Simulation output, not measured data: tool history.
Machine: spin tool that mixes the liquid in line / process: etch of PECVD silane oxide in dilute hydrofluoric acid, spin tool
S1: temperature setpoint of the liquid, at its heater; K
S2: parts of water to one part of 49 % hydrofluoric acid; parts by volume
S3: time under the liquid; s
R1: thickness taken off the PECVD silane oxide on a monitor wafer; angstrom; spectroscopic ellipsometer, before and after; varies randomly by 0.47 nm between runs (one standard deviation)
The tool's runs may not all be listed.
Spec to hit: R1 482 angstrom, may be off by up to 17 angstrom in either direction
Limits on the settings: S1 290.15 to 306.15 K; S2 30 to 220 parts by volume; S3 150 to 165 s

{"run": 1, "hour": 0.0, "S1": 298.15, "S2": 125, "S3": 150, "R1": 327.52}
{"run": 2, "hour": 1.0, "S1": 298.15, "S2": 125, "S3": 165, "R1": 367.53}
{"run": 3, "hour": 9.4, "S1": 298.15, "S2": 125, "S3": 150, "R1": 326.36}
{"run": 4, "hour": 11.8, "S1": 298.15, "S2": 155, "S3": 150, "R1": 256.56}
{"run": 5, "hour": 17.0, "S1": 299.65, "S2": 145, "S3": 150, "R1": 290.79}
{"run": 6, "hour": 22.0, "S1": 299.65, "S2": 145, "S3": 165, "R1": 326.14}
{"run": 7, "hour": 29.6, "S1": 303.65, "S2": 125, "S3": 165, "R1": 445.5}
{"run": 8, "hour": 33.7, "S1": 304.15, "S2": 125, "S3": 165, "R1": 452.29}

Which single option among these 4 for the next run brings every result within its allowed miss of target? Just one does.
{"run": "A", "hour": 37.8, "S1": 303.15, "S2": 105, "S3": 150, "R1": "?"}
{"run": "B", "hour": 37.8, "S1": 304.65, "S2": 125, "S3": 160, "R1": "?"}
{"run": "C", "hour": 37.8, "S1": 301.15, "S2": 120, "S3": 165, "R1": "?"}
{"run": "D", "hour": 37.8, "S1": 305.15, "S2": 115, "S3": 165, "R1": "?"}

move=A R1=481.91
move=B R1=444.75
move=C R1=421.48
move=D R1=514.77
A: each result inside its tolerance
B: misses by more than the last run did
C: misses by more than the last run did
D: the result that was furthest off in the last run now lies on the other side of its target
Answer: A

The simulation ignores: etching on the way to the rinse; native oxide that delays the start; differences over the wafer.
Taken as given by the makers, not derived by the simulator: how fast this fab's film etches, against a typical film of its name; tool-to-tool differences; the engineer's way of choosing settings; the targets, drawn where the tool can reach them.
